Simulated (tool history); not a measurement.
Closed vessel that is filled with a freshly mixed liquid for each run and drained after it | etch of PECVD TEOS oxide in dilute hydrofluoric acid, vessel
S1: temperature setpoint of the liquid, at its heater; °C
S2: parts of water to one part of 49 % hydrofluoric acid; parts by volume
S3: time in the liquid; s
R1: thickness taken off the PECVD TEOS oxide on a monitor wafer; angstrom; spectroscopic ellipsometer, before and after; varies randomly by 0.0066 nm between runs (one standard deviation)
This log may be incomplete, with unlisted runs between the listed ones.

| run | hour | S1 | S2 | S3 | R1 |
|---|---|---|---|---|---|
| 1 | 0.0 | 22.0 | 65 | 30 | 38.737 |
| 2 | 6.9 | 20.5 | 75 | 30 | 31.375 |
| 3 | 10.0 | 20.5 | 95 | 30 | 24.060 |
| 4 | 11.3 | 20.5 | 75 | 30 | 31.399 |
| 5 | 17.4 | 24.0 | 75 | 30 | 36.148 |
| 6 | 24.5 | 27.0 | 75 | 30 | 40.933 |
| 7 | 33.3 | 23.0 | 100 | 30 | 25.245 |
| 8 | 36.6 | 21.5 | 100 | 30 | 23.773 |
| 9 | 43.1 | 20.5 | 100 | 30 | 22.682 |
| 10 | 44.5 | 19.5 | 100 | 30 | 21.962 |
| 11 | 48.1 | 19.0 | 100 | 30 | 21.466 |
| 12 | 57.1 | 18.5 | 100 | 30 | 20.998 |

Expected results for the next run?
| 13 | 65.1 | 18.0 | 100 | 30 | ? |

{"run 13": {"R1": 20.556}}

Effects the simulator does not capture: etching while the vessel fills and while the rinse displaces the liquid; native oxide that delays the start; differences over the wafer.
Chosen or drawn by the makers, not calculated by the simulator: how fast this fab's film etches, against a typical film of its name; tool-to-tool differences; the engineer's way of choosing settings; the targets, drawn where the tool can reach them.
